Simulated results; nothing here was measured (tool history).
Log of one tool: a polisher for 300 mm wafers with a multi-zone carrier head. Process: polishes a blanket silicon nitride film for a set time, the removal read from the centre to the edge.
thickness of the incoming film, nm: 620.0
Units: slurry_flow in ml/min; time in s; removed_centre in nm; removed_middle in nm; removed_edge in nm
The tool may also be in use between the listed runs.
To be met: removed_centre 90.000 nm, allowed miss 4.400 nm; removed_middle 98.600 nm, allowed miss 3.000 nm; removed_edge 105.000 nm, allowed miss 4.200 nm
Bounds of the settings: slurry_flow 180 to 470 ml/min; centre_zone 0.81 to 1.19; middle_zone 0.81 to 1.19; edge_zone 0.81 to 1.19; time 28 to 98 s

run 1 hour=0.0 | slurry_flow=300 centre_zone=1.00 middle_zone=1.00 edge_zone=1.00 time=63 | removed_centre=85.908 removed_middle=83.690 removed_edge=83.565
run 2 hour=0.9 | slurry_flow=300 centre_zone=1.08 middle_zone=1.00 edge_zone=1.00 time=63 | removed_centre=91.943 removed_middle=83.182 removed_edge=85.264
run 3 hour=9.7 | slurry_flow=300 centre_zone=1.01 middle_zone=1.00 edge_zone=1.00 time=63 | removed_centre=82.585 removed_middle=84.174 removed_edge=83.488
run 4 hour=15.0 | slurry_flow=300 centre_zone=1.00 middle_zone=1.00 edge_zone=1.02 time=64 | removed_centre=84.446 removed_middle=85.017 removed_edge=85.698
run 5 hour=21.5 | slurry_flow=300 centre_zone=1.00 middle_zone=0.94 edge_zone=1.02 time=64 | removed_centre=85.369 removed_middle=81.054 removed_edge=85.838
run 6 hour=25.9 | slurry_flow=300 centre_zone=0.99 middle_zone=0.95 edge_zone=1.04 time=65 | removed_centre=86.652 removed_middle=83.834 removed_edge=88.915
run 7 hour=30.1 | slurry_flow=300 centre_zone=0.98 middle_zone=0.96 edge_zone=1.06 time=66 | removed_centre=86.551 removed_middle=83.930 removed_edge=91.255
run 8 hour=36.5 | slurry_flow=300 centre_zone=0.98 middle_zone=0.98 edge_zone=1.07 time=67 | removed_centre=89.143 removed_middle=85.558 removed_edge=93.248
run 9 hour=39.1 | slurry_flow=300 centre_zone=0.97 middle_zone=0.99 edge_zone=1.08 time=68 | removed_centre=86.707 removed_middle=88.725 removed_edge=95.886
run 10 hour=47.2 | slurry_flow=305 centre_zone=0.97 middle_zone=1.00 edge_zone=1.08 time=68 | removed_centre=86.390 removed_middle=90.933 removed_edge=93.879
run 11 hour=56.0 | slurry_flow=305 centre_zone=0.97 middle_zone=1.00 edge_zone=1.09 time=68 | removed_centre=88.405 removed_middle=89.690 removed_edge=95.189
run 12 hour=65.0 | slurry_flow=305 centre_zone=0.97 middle_zone=1.01 edge_zone=1.10 time=68 | removed_centre=87.686 removed_middle=91.767 removed_edge=95.405
run 13 hour=72.9 | slurry_flow=305 centre_zone=0.97 middle_zone=1.01 edge_zone=1.11 time=68 | removed_centre=88.159 removed_middle=91.141 removed_edge=94.201
run 14 hour=76.1 | slurry_flow=305 centre_zone=0.96 middle_zone=1.01 edge_zone=1.11 time=69 | removed_centre=86.943 removed_middle=92.006 removed_edge=98.458
run 15 hour=84.8 | slurry_flow=310 centre_zone=0.96 middle_zone=1.01 edge_zone=1.12 time=69 | removed_centre=90.003 removed_middle=93.043 removed_edge=98.711
run 16 hour=92.3 | slurry_flow=310 centre_zone=0.96 middle_zone=1.01 edge_zone=1.13 time=69 | removed_centre=88.144 removed_middle=91.785 removed_edge=100.110
run 17 hour=95.2 | slurry_flow=315 centre_zone=0.96 middle_zone=1.02 edge_zone=1.13 time=69 | removed_centre=89.130 removed_middle=93.404 removed_edge=97.964

5 next moves are on the table. One of them brings every result within its allowed miss. Which?
run A hour=98.1 | slurry_flow=395 centre_zone=1.08 middle_zone=1.04 edge_zone=1.03 time=70 | removed_centre=? removed_middle=? removed_edge=?
run B hour=98.1 | slurry_flow=185 centre_zone=0.96 middle_zone=1.06 edge_zone=1.19 time=74 | removed_centre=? removed_middle=? removed_edge=?
run C hour=98.1 | slurry_flow=330 centre_zone=0.95 middle_zone=1.14 edge_zone=1.08 time=71 | removed_centre=? removed_middle=? removed_edge=?
run D hour=98.1 | slurry_flow=245 centre_zone=1.01 middle_zone=1.04 edge_zone=0.99 time=73 | removed_centre=? removed_middle=? removed_edge=?
run E hour=98.1 | slurry_flow=315 centre_zone=1.00 middle_zone=1.19 edge_zone=1.14 time=68 | removed_centre=? removed_middle=? removed_edge=?

move=A removed_centre=103.630 removed_middle=97.485 removed_edge=94.643
move=B removed_centre=91.284 removed_middle=98.885 removed_edge=102.290
move=C removed_centre=91.232 removed_middle=105.750 removed_edge=97.028
move=D removed_centre=97.280 removed_middle=98.279 removed_edge=94.498
move=E removed_centre=91.714 removed_middle=104.720 removed_edge=94.966
A: brings the result that was furthest off to its target, and leaves another outside
B: meets every target
C: takes the result that was furthest off past its target
D: brings the result that was furthest off to its target, and leaves another outside
E: takes the result that was furthest off past its target
Answer: B
